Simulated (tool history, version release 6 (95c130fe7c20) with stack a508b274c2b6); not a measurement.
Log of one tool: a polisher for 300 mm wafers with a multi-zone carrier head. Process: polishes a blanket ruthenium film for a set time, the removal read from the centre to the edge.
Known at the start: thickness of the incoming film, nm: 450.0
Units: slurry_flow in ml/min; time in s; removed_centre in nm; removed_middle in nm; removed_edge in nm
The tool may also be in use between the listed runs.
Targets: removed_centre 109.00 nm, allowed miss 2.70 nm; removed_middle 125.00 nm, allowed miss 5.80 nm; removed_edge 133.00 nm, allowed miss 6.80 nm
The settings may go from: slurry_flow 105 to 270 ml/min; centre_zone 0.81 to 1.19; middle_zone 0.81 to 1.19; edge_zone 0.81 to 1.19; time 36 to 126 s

run	hour	slurry_flow	centre_zone	middle_zone	edge_zone	time	removed_centre	removed_middle	removed_edge
1	0.0	175	1.00	1.00	1.00	81	123.59	131.73	134.83
2	1.6	165	0.98	1.00	1.01	81	121.20	130.58	130.34
3	6.9	165	0.98	0.92	1.01	81	118.93	119.59	131.63
4	11.8	165	0.98	0.92	1.01	100	146.23	148.98	166.01
5	13.2	155	0.94	0.91	0.98	98	137.14	143.41	158.50
6	18.1	155	0.94	0.99	0.98	98	136.51	156.71	159.76
# hour 22.8: centre zone pressure recalibrated
7	22.8	150	0.92	0.97	0.96	95	140.54	148.10	150.58
8	26.4	145	0.91	0.97	0.99	92	132.48	141.46	149.12

Which of these 4 next moves meets every target?
A	30.0	105	1.16	1.06	0.81	91	?	?	?
B	30.0	135	1.04	1.19	0.81	94	?	?	?
C	30.0	135	0.93	0.92	1.06	104	?	?	?
D	30.0	150	0.85	1.00	1.09	79	?	?	?

move	removed_centre	removed_middle	removed_edge
A	158.57	142.91	132.02
B	154.80	170.84	140.63
C	152.73	151.93	171.37
D	108.11	125.97	133.06
A: further off than the last run
B: further off than the last run
C: further off than the last run
D: meets every target
The right move is D.
